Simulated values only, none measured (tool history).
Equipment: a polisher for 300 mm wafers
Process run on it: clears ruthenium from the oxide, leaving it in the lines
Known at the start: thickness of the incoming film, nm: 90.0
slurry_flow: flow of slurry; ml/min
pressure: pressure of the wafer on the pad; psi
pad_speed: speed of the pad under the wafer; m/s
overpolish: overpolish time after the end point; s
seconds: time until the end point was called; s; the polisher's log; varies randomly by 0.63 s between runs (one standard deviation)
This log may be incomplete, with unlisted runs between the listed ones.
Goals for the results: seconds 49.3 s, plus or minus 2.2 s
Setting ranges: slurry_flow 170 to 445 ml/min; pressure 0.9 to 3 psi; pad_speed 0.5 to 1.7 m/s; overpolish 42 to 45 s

{"run": 1, "hour": 0.0, "slurry_flow": 285, "pressure": 1.9, "pad_speed": 1.1, "overpolish": 42, "seconds": 73.671}
{"run": 2, "hour": 3.7, "slurry_flow": 285, "pressure": 2, "pad_speed": 1.1, "overpolish": 42, "seconds": 73.41}
{"run": 3, "hour": 4.3, "slurry_flow": 285, "pressure": 2, "pad_speed": 1.1, "overpolish": 42, "seconds": 73.261}
{"run": 4, "hour": 6.8, "slurry_flow": 285, "pressure": 2, "pad_speed": 0.96, "overpolish": 42, "seconds": 82.496}
{"run": 5, "hour": 8.4, "slurry_flow": 285, "pressure": 2.2, "pad_speed": 0.98, "overpolish": 42, "seconds": 76.176}
{"run": 6, "hour": 17.4, "slurry_flow": 285, "pressure": 2.3, "pad_speed": 1.02, "overpolish": 42, "seconds": 70.063}
{"run": 7, "hour": 25.2, "slurry_flow": 285, "pressure": 2.4, "pad_speed": 1.04, "overpolish": 42, "seconds": 67.671}
{"run": 8, "hour": 31.2, "slurry_flow": 285, "pressure": 2.5, "pad_speed": 1.06, "overpolish": 42, "seconds": 62.738}
{"run": 9, "hour": 32.6, "slurry_flow": 285, "pressure": 3, "pad_speed": 1.08, "overpolish": 42, "seconds": 52.492}
{"run": 10, "hour": 39.6, "slurry_flow": 285, "pressure": 3, "pad_speed": 1.1, "overpolish": 42, "seconds": 52.519}

4 next moves are on the table. One of them brings every result within its allowed miss. Which?
{"run": "A", "hour": 46.6, "slurry_flow": 280, "pressure": 3, "pad_speed": 1.28, "overpolish": 45, "seconds": "?"}
{"run": "B", "hour": 46.6, "slurry_flow": 290, "pressure": 3, "pad_speed": 1.08, "overpolish": 42, "seconds": "?"}
{"run": "C", "hour": 46.6, "slurry_flow": 325, "pressure": 2.9, "pad_speed": 1.2, "overpolish": 45, "seconds": "?"}
{"run": "D", "hour": 46.6, "slurry_flow": 325, "pressure": 3, "pad_speed": 1.04, "overpolish": 42, "seconds": "?"}

move=A seconds=45.397
move=B seconds=53.43
move=C seconds=49.3
move=D seconds=55.036
A: carries the result that was furthest off beyond its target, to the other side
B: moves away from the targets compared with the last run
C: all results in spec
D: moves away from the targets compared with the last run
Correct choice: C, which meets every target
